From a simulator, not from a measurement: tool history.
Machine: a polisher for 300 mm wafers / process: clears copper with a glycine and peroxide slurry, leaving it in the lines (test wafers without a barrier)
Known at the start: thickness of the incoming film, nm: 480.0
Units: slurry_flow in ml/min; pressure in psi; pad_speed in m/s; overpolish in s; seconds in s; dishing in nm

run,hour,slurry_flow,pressure,pad_speed,overpolish,seconds,dishing
1,0.0,145,1.9,0.90,28,123.970,53.589
2,5.5,145,2.2,0.92,30,103.350,60.773
3,10.2,145,2.3,0.94,33,101.420,67.713
4,14.7,145,2.5,0.96,34,90.265,69.843
5,20.0,145,2.3,0.96,34,98.617,68.505
6,29.0,145,2.4,0.98,36,92.439,72.768

Expected results for the next run?
7,30.7,145,2.5,0.98,37,?,?

seconds: 90.833 s
dishing: 76.541 nm
